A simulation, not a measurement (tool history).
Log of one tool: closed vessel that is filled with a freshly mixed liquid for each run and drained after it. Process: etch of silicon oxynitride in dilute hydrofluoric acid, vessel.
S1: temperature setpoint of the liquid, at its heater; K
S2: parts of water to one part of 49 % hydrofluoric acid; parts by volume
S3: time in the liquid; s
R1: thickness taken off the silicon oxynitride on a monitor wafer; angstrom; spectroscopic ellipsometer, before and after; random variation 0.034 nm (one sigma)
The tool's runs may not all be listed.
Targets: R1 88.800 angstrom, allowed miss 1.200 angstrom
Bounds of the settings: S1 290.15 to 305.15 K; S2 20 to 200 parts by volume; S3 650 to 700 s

run  hour      S1   S2   S3      R1
  1   0.0  297.15  110  650  85.043
  2   3.1  297.15  145  650  63.161
  3  11.8  298.65  145  650  67.213
  4  13.1  299.65  145  650  70.016
  5  22.0  299.65  145  700  76.014
     31.3  -- thermometer replaced
  6  31.3  300.65  145  700  75.006
  7  35.1  301.65  145  700  78.316
  8  39.3  302.15  145  700  80.015

4 next moves are on the table. One of them brings every result within its allowed miss. Which?
  A  43.5  299.65  120  700   ?
  B  43.5  303.15  135  660   ?
  C  43.5  305.15  140  675   ?
  D  43.5  301.15  120  680   ?

move      R1
   A  87.876
   B  84.918
   C  90.853
   D  91.369
A: meets every target
B: nearer than the last run, and not there yet
C: takes the result that was furthest off past its target
D: takes the result that was furthest off past its target
The right move is A.

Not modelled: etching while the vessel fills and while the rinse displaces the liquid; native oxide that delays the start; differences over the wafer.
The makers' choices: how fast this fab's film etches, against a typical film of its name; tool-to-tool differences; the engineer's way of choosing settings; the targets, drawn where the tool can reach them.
